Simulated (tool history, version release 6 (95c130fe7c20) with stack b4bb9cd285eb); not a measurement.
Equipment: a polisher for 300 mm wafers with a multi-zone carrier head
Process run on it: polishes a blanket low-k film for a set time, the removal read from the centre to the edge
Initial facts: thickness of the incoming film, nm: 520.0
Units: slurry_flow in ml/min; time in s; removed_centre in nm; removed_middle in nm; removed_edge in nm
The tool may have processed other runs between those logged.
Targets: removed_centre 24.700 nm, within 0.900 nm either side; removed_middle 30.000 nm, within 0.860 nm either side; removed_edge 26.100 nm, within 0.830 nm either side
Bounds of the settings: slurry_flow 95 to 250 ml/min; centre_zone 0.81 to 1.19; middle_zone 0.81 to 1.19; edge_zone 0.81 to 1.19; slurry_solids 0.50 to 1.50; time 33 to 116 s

| run | hour | slurry_flow | centre_zone | middle_zone | edge_zone | slurry_solids | time | removed_centre | removed_middle | removed_edge |
|---|---|---|---|---|---|---|---|---|---|---|
| 1 | 0.0 | 160 | 1.00 | 1.00 | 1.00 | 1.00 | 74 | 22.409 | 22.647 | 22.960 |
| 2 | 5.7 | 175 | 0.99 | 1.05 | 1.02 | 1.05 | 74 | 22.826 | 24.205 | 23.658 |
| 3 | 12.0 | 175 | 0.99 | 0.99 | 1.02 | 1.05 | 74 | 23.035 | 23.154 | 23.860 |
| 4 | 14.9 | 175 | 0.99 | 1.02 | 1.02 | 1.05 | 74 | 22.963 | 24.379 | 23.797 |
| 5 | 15.9 | 190 | 0.99 | 1.05 | 1.04 | 1.05 | 74 | 22.765 | 25.056 | 24.074 |
| 6 | 19.5 | 200 | 1.00 | 1.08 | 1.05 | 1.10 | 74 | 24.454 | 26.340 | 25.073 |
| 7 | 27.3 | 210 | 0.99 | 1.11 | 1.06 | 1.10 | 74 | 24.237 | 27.019 | 24.956 |
| 8 | 35.3 | 215 | 0.98 | 1.13 | 1.07 | 1.10 | 74 | 24.073 | 27.561 | 25.512 |
| 9 | 43.5 | 220 | 0.97 | 1.15 | 1.06 | 1.10 | 74 | 23.733 | 27.767 | 25.001 |
| 10 | 48.6 | 225 | 0.97 | 1.16 | 1.06 | 1.10 | 74 | 24.091 | 28.307 | 25.652 |

Which one of the following 5 next-run settings gets every result inside its allowed miss? There is exactly one.
| A | 53.7 | 235 | 0.98 | 1.09 | 1.06 | 1.00 | 80 | ? | ? | ? |
| B | 53.7 | 200 | 0.91 | 1.08 | 1.04 | 1.30 | 71 | ? | ? | ? |
| C | 53.7 | 200 | 0.97 | 1.19 | 1.01 | 1.00 | 82 | ? | ? | ? |
| D | 53.7 | 225 | 1.03 | 1.19 | 1.00 | 1.05 | 74 | ? | ? | ? |
| E | 53.7 | 245 | 1.00 | 1.18 | 1.05 | 1.30 | 76 | ? | ? | ? |

| move | removed_centre | removed_middle | removed_edge |
|---|---|---|---|
| A | 24.727 | 27.334 | 26.231 |
| B | 22.868 | 27.096 | 26.076 |
| C | 24.611 | 29.691 | 25.881 |
| D | 24.620 | 27.907 | 24.135 |
| E | 27.610 | 31.978 | 28.467 |
A: moves away from the targets compared with the last run
B: moves away from the targets compared with the last run
C: hits every target within its allowed miss
D: moves away from the targets compared with the last run
E: moves the result that the last run missed by most past its target, out the other side
C meets every target.
